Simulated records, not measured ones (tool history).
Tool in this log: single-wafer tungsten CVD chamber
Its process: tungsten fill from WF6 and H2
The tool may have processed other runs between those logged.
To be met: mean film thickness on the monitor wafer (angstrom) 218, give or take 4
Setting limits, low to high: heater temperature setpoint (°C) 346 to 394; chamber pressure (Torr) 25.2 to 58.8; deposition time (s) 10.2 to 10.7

| run | day | heater temperature setpoint (°C) | chamber pressure (Torr) | deposition time (s) | mean film thickness on the monitor wafer (angstrom) |
|---|---|---|---|---|---|
| 1 | 0 | 370 | 42 | 10.7 | 193.88 |
| 2 | 0.142 | 370 | 36.4 | 10.7 | 184.39 |
| 3 | 0.358 | 374 | 36.4 | 10.7 | 202.25 |
| 4 | 0.575 | 367 | 36.4 | 10.7 | 173.55 |
| 5 | 0.708 | 368 | 36.4 | 10.7 | 177.43 |
| 6 | 1.062 | 369 | 36.4 | 10.7 | 181.08 |
|  | 1.083 | thermocouple changed; heater temperature recalibrated |
| 7 | 1.083 | 370 | 36.4 | 10.7 | 174.45 |
| 8 | 1.188 | 382 | 37 | 10.7 | 223.44 |

Which one of the following 5 next-run settings gets every result inside its allowed miss? There is exactly one.
| A | 1.292 | 380 | 42.8 | 10.2 | ? |
| B | 1.292 | 387 | 27.3 | 10.7 | ? |
| C | 1.292 | 381 | 38 | 10.2 | ? |
| D | 1.292 | 384 | 39.1 | 10.3 | ? |
| E | 1.292 | 379 | 35.8 | 10.7 | ? |

| move | mean film thickness on the monitor wafer (angstrom) |
|---|---|
| A | 216.04 |
| B | 226.41 |
| C | 212.01 |
| D | 229.57 |
| E | 209.45 |
A: every result lands within tolerance
B: lands further from the targets than the last run did
C: takes the biggest miss from the last run beyond its target
D: lands further from the targets than the last run did
E: takes the biggest miss from the last run beyond its target
A meets every target.
